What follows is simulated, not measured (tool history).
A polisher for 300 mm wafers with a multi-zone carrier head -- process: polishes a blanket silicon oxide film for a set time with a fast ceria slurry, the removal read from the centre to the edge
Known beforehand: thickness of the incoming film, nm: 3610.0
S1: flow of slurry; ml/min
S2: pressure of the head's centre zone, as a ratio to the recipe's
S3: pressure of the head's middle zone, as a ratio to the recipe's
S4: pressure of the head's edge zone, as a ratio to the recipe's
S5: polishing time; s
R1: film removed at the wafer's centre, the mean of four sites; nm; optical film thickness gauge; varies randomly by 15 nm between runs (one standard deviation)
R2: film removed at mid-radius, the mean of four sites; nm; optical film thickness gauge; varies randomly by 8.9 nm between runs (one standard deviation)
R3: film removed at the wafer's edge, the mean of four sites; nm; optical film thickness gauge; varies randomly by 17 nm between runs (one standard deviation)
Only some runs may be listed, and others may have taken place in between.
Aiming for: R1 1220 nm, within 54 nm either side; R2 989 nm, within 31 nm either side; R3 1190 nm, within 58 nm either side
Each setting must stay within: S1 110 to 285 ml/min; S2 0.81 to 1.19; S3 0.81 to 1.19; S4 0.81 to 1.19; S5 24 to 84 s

run    day   S1    S2    S3    S4  S5      R1      R2      R3
  1      0  180     1     1     1  54  832.43  845.26  860.06
  2  0.225  190  1.04  0.97  1.05  57  965.68   875.7  921.53
  3  0.538  190  1.03  0.94  1.08  60  973.27  914.22  964.35
  4  0.875  180  1.05   0.9  1.11  63  1035.3  907.57  1056.5
  5  1.208  185  1.06   0.9  1.12  64  1101.8  922.46  1103.6
  6  1.296  220  1.06   0.9  1.12  64  1112.9  955.07  1073.1
  7  1.567  210  1.07   0.9  1.13  65  1106.2  960.34  1133.2
  8  1.758  215  1.09   0.9  1.12  65  1140.9   961.8  1123.5
  9  2.004  215  1.11   0.9  1.13  65  1178.7  957.57  1106.3

Next run, 5 choices. One meets every target within its allowed miss, the rest don't. Which?
  A  2.25  130  1.16  0.81  1.19  80   ?   ?   ?
  B  2.25  195  1.12  0.83  1.17  68   ?   ?   ?
  C  2.25  230  1.14  0.91  1.19  66   ?   ?   ?
  D  2.25  240  1.08  0.91  1.12  70   ?   ?   ?
  E  2.25  195  0.88  0.83  1.19  78   ?   ?   ?

move      R1      R2      R3
   A  1328.9  1000.4  1298.8
   B    1181  931.43  1151.4
   C  1196.6     997  1144.9
   D  1208.8  1063.4  1181.3
   E  1062.4  1069.7  1332.5
A: the result that was furthest off in the last run now lies on the other side of its target
B: brings the last run's worst result on target, with another outside its allowed miss
C: every result within its allowed miss
D: brings the last run's worst result on target, with another outside its allowed miss
E: the result that was furthest off in the last run now lies on the other side of its target
So the answer is move C, the one that meets all the targets.
